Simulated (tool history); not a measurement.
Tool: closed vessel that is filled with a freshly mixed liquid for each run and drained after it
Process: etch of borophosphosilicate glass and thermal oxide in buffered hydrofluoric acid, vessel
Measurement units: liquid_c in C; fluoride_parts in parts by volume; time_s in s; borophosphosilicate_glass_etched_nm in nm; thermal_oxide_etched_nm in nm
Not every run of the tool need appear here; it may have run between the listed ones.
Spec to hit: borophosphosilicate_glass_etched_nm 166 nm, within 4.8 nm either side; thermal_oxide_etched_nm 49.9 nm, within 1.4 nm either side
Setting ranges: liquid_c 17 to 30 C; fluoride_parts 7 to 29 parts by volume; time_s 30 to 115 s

run,hour,liquid_c,fluoride_parts,time_s,borophosphosilicate_glass_etched_nm,thermal_oxide_etched_nm
1,0,22,18,60,118.34,35.046
2,2.8,24,18,60,128.24,38.97
3,10,25,17.5,60,140.71,42.123
4,14.6,25,17.5,50,114.97,35.485
5,21.7,26,16.5,50,131.58,39.464
6,23.5,24.5,16.5,50,119.84,36.261
7,32.2,26,16,50,135.24,40.36
8,40.4,27.5,16,50,145.85,43.958
# hour 41.6: thermometer replaced
9,41.6,28.5,16,50,145.77,44.36
10,47.3,29,15.5,50,154.22,46.57
11,51.8,29.5,15.5,50,158.21,48.025

5 candidate next runs follow, results not yet known. Just one meets every target within its allowed miss. Identify it.
A,56.3,30,17,60,?,?
B,56.3,26,16,65,?,?
C,56.3,30,18.5,55,?,?
D,56.3,28.5,14.5,55,?,?
E,56.3,28,16.5,65,?,?

move,borophosphosilicate_glass_etched_nm,thermal_oxide_etched_nm
A,177.7,53.909
B,165.44,50.085
C,149.87,45.478
D,176.11,53.36
E,178.49,54.094
A: takes the biggest miss from the last run beyond its target
B: hits every target within its allowed miss
C: misses by more than the last run did
D: takes the biggest miss from the last run beyond its target
E: takes the biggest miss from the last run beyond its target
The move that meets every target is B.
